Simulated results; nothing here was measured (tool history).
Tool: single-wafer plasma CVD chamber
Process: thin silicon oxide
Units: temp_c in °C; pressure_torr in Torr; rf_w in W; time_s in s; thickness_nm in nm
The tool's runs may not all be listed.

run	hour	temp_c	pressure_torr	rf_w	time_s	thickness_nm
1	0	415	0.626	235	11.8	14.685
2	7.7	415	0.613	235	11.8	14.428
3	14.7	415	0.601	235	11.8	14.252
4	17.6	415	0.601	200	11.8	12.997
5	25.5	415	0.596	200	11.8	12.98
6	31.3	406	0.596	200	11.8	12.971

The next listed run, before its measurement:
7	32.3	406	0.591	200	11.8	?

Run 7 gave thickness_nm 12.895 nm.
